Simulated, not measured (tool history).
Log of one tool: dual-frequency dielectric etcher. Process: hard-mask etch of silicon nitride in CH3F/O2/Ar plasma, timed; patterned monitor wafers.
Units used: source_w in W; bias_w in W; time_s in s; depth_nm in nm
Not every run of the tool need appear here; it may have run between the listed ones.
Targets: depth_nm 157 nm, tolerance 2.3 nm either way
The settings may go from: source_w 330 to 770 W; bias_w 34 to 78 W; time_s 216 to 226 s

run	day	source_w	bias_w	time_s	depth_nm
1	0	550	56	216	136.24
2	0.042	620	56	216	143.96
3	0.271	620	56	216	143.95
4	0.467	710	56	216	152.42
5	0.838	710	52	216	150.25
6	0.888	710	43	216	145.48
# day 1.075: source power generator calibrated
7	1.075	730	45	216.5	151.03
8	1.317	740	46	216.5	152.38
9	1.554	750	47	216.5	153.63

Exactly one of the 4 candidate moves below puts every result within its allowed miss. Which one?
A	1.792	740	43	217.5	?
B	1.792	710	49	218	?
C	1.792	660	56	225.5	?
D	1.792	760	35	223	?

move	depth_nm
A	151.56
B	152.7
C	156.91
D	152
A: lands further from the targets than the last run did
B: lands further from the targets than the last run did
C: all results land within tolerance of their targets
D: lands further from the targets than the last run did
Move C is the one to make.
